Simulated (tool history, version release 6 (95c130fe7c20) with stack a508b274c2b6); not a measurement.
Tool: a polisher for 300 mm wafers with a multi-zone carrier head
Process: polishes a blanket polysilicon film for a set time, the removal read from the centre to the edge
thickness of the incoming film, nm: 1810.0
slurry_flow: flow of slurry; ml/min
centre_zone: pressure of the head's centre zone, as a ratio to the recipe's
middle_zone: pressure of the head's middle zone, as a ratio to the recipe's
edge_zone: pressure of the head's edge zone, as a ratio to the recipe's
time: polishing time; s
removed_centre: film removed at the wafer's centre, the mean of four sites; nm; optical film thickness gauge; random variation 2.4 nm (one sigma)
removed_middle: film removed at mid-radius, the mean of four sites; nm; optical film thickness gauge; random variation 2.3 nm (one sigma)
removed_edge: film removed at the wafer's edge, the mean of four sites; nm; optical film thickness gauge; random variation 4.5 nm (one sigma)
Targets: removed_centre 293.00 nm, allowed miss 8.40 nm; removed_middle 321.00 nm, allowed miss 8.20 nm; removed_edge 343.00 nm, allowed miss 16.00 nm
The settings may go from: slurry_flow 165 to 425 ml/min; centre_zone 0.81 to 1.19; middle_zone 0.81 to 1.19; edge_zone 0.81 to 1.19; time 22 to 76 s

Run 1, hour 0.0: slurry_flow 275 ml/min, centre_zone 1.00, middle_zone 1.00, edge_zone 1.00, time 49 s. Result: removed_centre 251.98 nm, removed_middle 252.61 nm, removed_edge 255.71 nm.
Run 2, hour 1.7: slurry_flow 275 ml/min, centre_zone 0.99, middle_zone 1.01, edge_zone 1.05, time 52 s. Result: removed_centre 268.43 nm, removed_middle 271.75 nm, removed_edge 282.25 nm.
Run 3, hour 5.5: slurry_flow 285 ml/min, centre_zone 0.98, middle_zone 1.03, edge_zone 1.09, time 53 s. Result: removed_centre 266.02 nm, removed_middle 275.11 nm, removed_edge 291.40 nm.
Run 4, hour 7.9: slurry_flow 285 ml/min, centre_zone 0.98, middle_zone 1.03, edge_zone 1.09, time 63 s. Result: removed_centre 319.71 nm, removed_middle 331.08 nm, removed_edge 337.82 nm.
Run 5, hour 16.9: slurry_flow 280 ml/min, centre_zone 0.96, middle_zone 1.02, edge_zone 1.10, time 63 s. Result: removed_centre 316.09 nm, removed_middle 324.22 nm, removed_edge 339.78 nm.
Run 6, hour 25.1: slurry_flow 280 ml/min, centre_zone 0.96, middle_zone 1.11, edge_zone 1.10, time 63 s. Result: removed_centre 313.35 nm, removed_middle 346.06 nm, removed_edge 334.87 nm.
Run 7, hour 26.9: slurry_flow 280 ml/min, centre_zone 0.96, middle_zone 1.11, edge_zone 1.10, time 63 s. Result: removed_centre 315.01 nm, removed_middle 355.04 nm, removed_edge 342.28 nm.
Run 8, hour 28.7: slurry_flow 275 ml/min, centre_zone 0.94, middle_zone 1.09, edge_zone 1.11, time 63 s. Result: removed_centre 307.10 nm, removed_middle 346.60 nm, removed_edge 348.96 nm.
Run 9, hour 36.1: slurry_flow 275 ml/min, centre_zone 0.93, middle_zone 1.07, edge_zone 1.11, time 63 s. Result: removed_centre 306.15 nm, removed_middle 344.93 nm, removed_edge 349.57 nm.
Run 10, hour 41.8: slurry_flow 275 ml/min, centre_zone 0.93, middle_zone 1.05, edge_zone 1.11, time 62 s. Result: removed_centre 302.74 nm, removed_middle 332.32 nm, removed_edge 345.06 nm.

5 next moves are on the table. One of them brings every result within its allowed miss. Which?
Run A, hour 47.5: slurry_flow 295 ml/min, centre_zone 1.01, middle_zone 1.03, edge_zone 1.06, time 59 s. Result: removed_centre ?, removed_middle ?, removed_edge ?.
Run B, hour 47.5: slurry_flow 200 ml/min, centre_zone 0.86, middle_zone 1.08, edge_zone 1.09, time 65 s. Result: removed_centre ?, removed_middle ?, removed_edge ?.
Run C, hour 47.5: slurry_flow 265 ml/min, centre_zone 0.93, middle_zone 1.05, edge_zone 1.15, time 61 s. Result: removed_centre ?, removed_middle ?, removed_edge ?.
Run D, hour 47.5: slurry_flow 355 ml/min, centre_zone 0.86, middle_zone 1.04, edge_zone 1.12, time 63 s. Result: removed_centre ?, removed_middle ?, removed_edge ?.
Run E, hour 47.5: slurry_flow 275 ml/min, centre_zone 0.93, middle_zone 0.97, edge_zone 1.18, time 61 s. Result: removed_centre ?, removed_middle ?, removed_edge ?.

move  removed_centre  removed_middle  removed_edge
   A          308.98          312.24        318.79
   B          281.32          348.83        348.99
   C          291.73          325.80        341.59
   D          284.20          340.24        353.06
   E          292.36          306.03        347.19
A: takes the result that was furthest off past its target
B: further off than the last run
C: meets every target
D: further off than the last run
E: takes the result that was furthest off past its target
Answer: C
